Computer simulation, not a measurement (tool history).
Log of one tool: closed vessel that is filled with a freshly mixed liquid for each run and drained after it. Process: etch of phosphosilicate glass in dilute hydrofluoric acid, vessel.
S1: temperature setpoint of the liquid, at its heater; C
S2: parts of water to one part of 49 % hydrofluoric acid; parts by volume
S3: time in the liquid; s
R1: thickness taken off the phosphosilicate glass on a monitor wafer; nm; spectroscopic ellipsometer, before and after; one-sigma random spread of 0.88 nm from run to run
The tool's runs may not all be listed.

run  hour    S1   S2   S3      R1
  1     0    25  105   95  107.62
  2     2    25   80   95  150.72
  3   6.6    28   80   95  168.07
  4  12.7  26.5   80   95  159.21
  5  18.1  25.5   80   95  151.24
  6  26.5  25.5   80  100  157.22

What will run 7 give?
  7  28.1  24.5  80  100   ?

Run 7 yielded R1 151.78 nm.
